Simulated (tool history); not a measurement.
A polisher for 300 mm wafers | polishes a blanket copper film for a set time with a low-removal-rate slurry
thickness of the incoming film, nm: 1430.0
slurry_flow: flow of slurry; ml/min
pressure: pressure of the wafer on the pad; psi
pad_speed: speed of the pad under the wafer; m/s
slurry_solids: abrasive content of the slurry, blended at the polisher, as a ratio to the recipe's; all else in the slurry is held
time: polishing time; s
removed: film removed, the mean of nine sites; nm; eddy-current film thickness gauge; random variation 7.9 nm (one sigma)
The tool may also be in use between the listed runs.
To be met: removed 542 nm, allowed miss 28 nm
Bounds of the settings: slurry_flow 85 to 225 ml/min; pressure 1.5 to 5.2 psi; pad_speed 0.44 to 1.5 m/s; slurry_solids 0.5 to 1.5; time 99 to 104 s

run,hour,slurry_flow,pressure,pad_speed,slurry_solids,time,removed
1,0,145,3.3,0.96,1,99,325.08
2,3.3,145,3.3,0.96,1,99,320.33
3,5.2,145,3.5,0.96,1,99,341.18
4,12.9,145,3.7,0.96,1,99,367.56
5,16.7,145,3.9,0.96,1,99,384.58
6,17.6,145,3.9,0.96,0.8,99,360.4
7,18.6,145,4.1,0.96,0.8,99,390.39
8,24.6,150,5.1,0.98,0.8,99,498

5 next moves are on the table. One of them brings every result within its allowed miss. Which?
A,30.6,135,4.8,0.9,1.1,104,?
B,30.6,155,5.2,1.12,0.8,104,?
C,30.6,140,5.2,1.04,0.75,102,?
D,30.6,155,4.9,1.26,0.8,99,?
E,30.6,185,4.4,1.02,0.85,99,?

move,removed
A,478.71
B,612.43
C,542.34
D,615.05
E,472.2
A: further off than the last run
B: takes the result that was furthest off past its target
C: meets every target
D: takes the result that was furthest off past its target
E: further off than the last run
The right move is C.
